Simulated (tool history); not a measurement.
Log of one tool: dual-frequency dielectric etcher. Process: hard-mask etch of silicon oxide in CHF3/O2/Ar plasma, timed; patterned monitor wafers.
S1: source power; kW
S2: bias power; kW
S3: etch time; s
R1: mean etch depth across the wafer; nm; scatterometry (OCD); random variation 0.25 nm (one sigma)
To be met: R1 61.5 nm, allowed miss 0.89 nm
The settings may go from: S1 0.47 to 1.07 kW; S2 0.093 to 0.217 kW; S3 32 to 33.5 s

run 1 day=0 | S1=0.77 S2=0.155 S3=32 | R1=64.661
run 2 day=0.362 | S1=0.77 S2=0.172 S3=32 | R1=67.696
run 3 day=0.442 | S1=0.73 S2=0.171 S3=32 | R1=65.195
run 4 day=0.812 | S1=0.71 S2=0.171 S3=32 | R1=63.844
run 5 day=0.996 | S1=0.71 S2=0.186 S3=32 | R1=66.198
run 6 day=1.121 | S1=0.71 S2=0.186 S3=33.5 | R1=69.86
run 7 day=1.262 | S1=0.67 S2=0.185 S3=33.5 | R1=67.087
run 8 day=1.475 | S1=0.65 S2=0.185 S3=33.5 | R1=66.374
run 9 day=1.758 | S1=0.63 S2=0.185 S3=33.5 | R1=64.944
run 10 day=2.008 | S1=0.62 S2=0.185 S3=33.5 | R1=64.508
run 11 day=2.321 | S1=0.61 S2=0.185 S3=33.5 | R1=63.128
run 12 day=2.604 | S1=0.6 S2=0.185 S3=33.5 | R1=62.802
run 13 day=2.708 | S1=0.56 S2=0.184 S3=33.5 | R1=60.383
-- day=2.988 wet clean of the chamber
run 14 day=2.988 | S1=0.57 S2=0.184 S3=33.5 | R1=62.467
run 15 day=3.129 | S1=0.56 S2=0.184 S3=33.5 | R1=62.772
run 16 day=3.346 | S1=0.51 S2=0.183 S3=33.5 | R1=58.63

5 next moves are on the table. One of them brings every result within its allowed miss. Which?
run A day=3.562 | S1=0.5 S2=0.172 S3=32.5 | R1=?
run B day=3.562 | S1=0.56 S2=0.171 S3=33 | R1=?
run C day=3.562 | S1=0.48 S2=0.185 S3=33 | R1=?
run D day=3.562 | S1=0.53 S2=0.181 S3=32.5 | R1=?
run E day=3.562 | S1=0.56 S2=0.175 S3=33.5 | R1=?

move=A R1=54.859
move=B R1=59.678
move=C R1=55.869
move=D R1=58.137
move=E R1=61.151
A: further off than the last run
B: nearer than the last run, and not there yet
C: further off than the last run
D: further off than the last run
E: meets every target
Move E is the one to make.
